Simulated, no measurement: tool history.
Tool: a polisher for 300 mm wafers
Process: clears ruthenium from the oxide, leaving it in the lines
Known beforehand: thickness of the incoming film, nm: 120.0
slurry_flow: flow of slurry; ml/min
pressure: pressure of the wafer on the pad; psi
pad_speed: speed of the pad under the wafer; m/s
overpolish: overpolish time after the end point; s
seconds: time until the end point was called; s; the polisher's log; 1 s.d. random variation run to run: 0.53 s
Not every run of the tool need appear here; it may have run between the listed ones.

| run | hour | slurry_flow | pressure | pad_speed | overpolish | seconds |
|---|---|---|---|---|---|---|
| 1 | 0 | 260 | 2.5 | 1.08 | 41 | 65.115 |
| 2 | 5.5 | 260 | 2.5 | 0.96 | 41 | 73.239 |
| 3 | 11 | 305 | 2.5 | 0.96 | 41 | 71.715 |
| 4 | 15.6 | 305 | 2.8 | 0.96 | 41 | 64.969 |
| 5 | 22.5 | 305 | 2.8 | 0.84 | 41 | 73.277 |
| 6 | 30.2 | 355 | 2.8 | 0.84 | 41 | 72.726 |
| 7 | 31 | 355 | 3.5 | 0.86 | 41 | 56.453 |
| 8 | 33.9 | 355 | 3.6 | 0.86 | 41 | 55.865 |

Run 9 comes next. What will it give?
| 9 | 35.7 | 355 | 3.7 | 0.86 | 41 | ? |

{"run 9": {"seconds": 54.137}}

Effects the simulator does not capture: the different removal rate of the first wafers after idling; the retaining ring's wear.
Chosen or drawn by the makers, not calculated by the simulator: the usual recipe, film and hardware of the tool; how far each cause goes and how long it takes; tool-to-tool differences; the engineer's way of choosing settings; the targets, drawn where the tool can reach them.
